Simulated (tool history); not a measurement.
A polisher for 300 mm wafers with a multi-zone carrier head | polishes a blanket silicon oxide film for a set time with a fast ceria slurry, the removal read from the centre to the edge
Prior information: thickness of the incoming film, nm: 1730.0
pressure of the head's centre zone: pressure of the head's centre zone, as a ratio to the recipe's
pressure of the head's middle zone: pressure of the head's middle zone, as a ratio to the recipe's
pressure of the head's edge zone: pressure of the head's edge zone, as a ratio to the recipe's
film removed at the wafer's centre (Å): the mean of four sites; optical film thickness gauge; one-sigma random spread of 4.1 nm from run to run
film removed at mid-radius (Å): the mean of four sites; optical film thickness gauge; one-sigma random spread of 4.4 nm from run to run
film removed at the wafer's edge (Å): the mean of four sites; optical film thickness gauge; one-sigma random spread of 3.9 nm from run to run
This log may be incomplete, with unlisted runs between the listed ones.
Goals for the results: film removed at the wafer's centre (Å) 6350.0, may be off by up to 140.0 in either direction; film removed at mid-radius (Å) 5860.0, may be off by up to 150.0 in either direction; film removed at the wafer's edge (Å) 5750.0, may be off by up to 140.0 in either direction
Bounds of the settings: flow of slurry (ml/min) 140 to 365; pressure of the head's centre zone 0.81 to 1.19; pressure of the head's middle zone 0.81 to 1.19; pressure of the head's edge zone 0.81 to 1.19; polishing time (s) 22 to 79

run  hour  flow of slurry (ml/min)  pressure of the head's centre zone  pressure of the head's middle zone  pressure of the head's edge zone  polishing time (s)  film removed at the wafer's centre (Å)  film removed at mid-radius (Å)  film removed at the wafer's edge (Å)
  1   0.0                      235                                1.00                                1.00                              1.00                  50                                  5651.1                          5858.8                                5383.1
  2   1.4                      255                                1.02                                0.99                              1.02                  50                                  5839.7                          5803.8                                5467.5
  3  10.3                      255                                1.02                                0.93                              1.02                  50                                  5795.7                          5455.8                                5418.3
  4  16.3                      270                                1.03                                0.94                              1.03                  50                                  5840.8                          5609.0                                5555.5
  5  23.9                      270                                1.03                                0.91                              1.03                  50                                  5846.6                          5450.1                                5528.9
  6  30.7                      270                                1.03                                0.91                              0.96                  50                                  5832.0                          5504.4                                5413.1
  7  38.0                      285                                1.04                                0.92                              0.97                  50                                  5935.4                          5538.1                                5494.8
  8  44.2                      295                                1.05                                0.93                              0.97                  50                                  6020.2                          5604.0                                5526.0
  9  51.4                      305                                1.06                                0.94                              0.98                  50                                  6092.2                          5737.8                                5485.2
     60.2  -- edge zone pressure recalibrated
 10  60.2                      330                                1.08                                0.92                              1.06                  51                                  6345.1                          5778.4                                5942.8
 11  65.3                      325                                1.08                                0.93                              1.05                  51                                  6384.7                          5837.7                                5945.5

4 candidate next runs follow, results not yet known. Just one meets every target within its allowed miss. Identify it.
  A  70.4                      225                                1.06                                0.95                              1.10                  54                                       ?                               ?                                     ?
  B  70.4                      320                                1.05                                0.90                              1.09                  53                                       ?                               ?                                     ?
  C  70.4                      335                                1.04                                0.92                              1.17                  52                                       ?                               ?                                     ?
  D  70.4                      310                                1.10                                0.98                              1.04                  50                                       ?                               ?                                     ?

move  film removed at the wafer's centre (Å)  film removed at mid-radius (Å)  film removed at the wafer's edge (Å)
   A                                  6393.7                          5920.9                                6184.6
   B                                  6504.0                          5788.6                                6242.5
   C                                  6350.6                          5808.4                                6327.4
   D                                  6412.0                          5844.6                                5759.0
A: lands further from the targets than the last run did
B: lands further from the targets than the last run did
C: lands further from the targets than the last run did
D: meets every target
So the answer is move D, the one that meets all the targets.
